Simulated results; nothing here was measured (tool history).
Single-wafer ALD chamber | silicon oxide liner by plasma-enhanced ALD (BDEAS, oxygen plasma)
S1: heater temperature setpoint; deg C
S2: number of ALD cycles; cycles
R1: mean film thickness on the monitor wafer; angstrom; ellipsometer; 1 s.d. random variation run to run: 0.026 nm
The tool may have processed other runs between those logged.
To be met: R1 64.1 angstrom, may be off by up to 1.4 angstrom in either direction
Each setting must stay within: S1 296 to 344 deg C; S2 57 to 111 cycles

run 1 day=0 | S1=320 S2=84 | R1=71.276
run 2 day=0.092 | S1=320 S2=95 | R1=81.316
run 3 day=0.225 | S1=321 S2=88 | R1=74.917
run 4 day=0.275 | S1=315 S2=88 | R1=75.332
run 5 day=0.525 | S1=324 S2=88 | R1=74.377
run 6 day=0.762 | S1=324 S2=83 | R1=70.653
run 7 day=0.825 | S1=324 S2=80 | R1=68.019
run 8 day=1.162 | S1=324 S2=78 | R1=66.228

Pick the move, out of 4, that brings all results within their allowed miss; only one does.
run A day=1.5 | S1=319 S2=79 | R1=?
run B day=1.5 | S1=323 S2=75 | R1=?
run C day=1.5 | S1=326 S2=71 | R1=?
run D day=1.5 | S1=319 S2=72 | R1=?

move=A R1=67.445
move=B R1=63.67
move=C R1=60.019
move=D R1=61.468
A: lands further from the targets than the last run did
B: all results land within tolerance of their targets
C: pushes the last run's worst result past its target
D: pushes the last run's worst result past its target
So the answer is move B, the one that meets all the targets.
